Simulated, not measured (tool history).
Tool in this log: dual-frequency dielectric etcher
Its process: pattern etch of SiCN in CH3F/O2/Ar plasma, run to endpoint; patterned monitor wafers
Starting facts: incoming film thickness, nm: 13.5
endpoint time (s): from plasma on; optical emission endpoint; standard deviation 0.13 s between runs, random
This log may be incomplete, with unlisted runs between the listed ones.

Run 1, hour 0: source power (kW) 0.51, bias power (kW) 0.103. Result: endpoint time (s) 29.367.
Run 2, hour 4.3: source power (kW) 0.49, bias power (kW) 0.1. Result: endpoint time (s) 30.204.
Run 3, hour 6.8: source power (kW) 0.49, bias power (kW) 0.086. Result: endpoint time (s) 31.566.
Run 4, hour 14.2: source power (kW) 0.41, bias power (kW) 0.086. Result: endpoint time (s) 33.378.
Run 5, hour 18.6: source power (kW) 0.41, bias power (kW) 0.104. Result: endpoint time (s) 31.17.
At hour 25.8: source power generator calibrated.
Run 6, hour 25.8: source power (kW) 0.37, bias power (kW) 0.104. Result: endpoint time (s) 31.819.
Run 7, hour 30.2: source power (kW) 0.36, bias power (kW) 0.101. Result: endpoint time (s) 32.312.

Forecast run 8:
Run 8, hour 33.5: source power (kW) 0.35, bias power (kW) 0.098. Result: endpoint time (s) ?.

endpoint time (s): 33.013
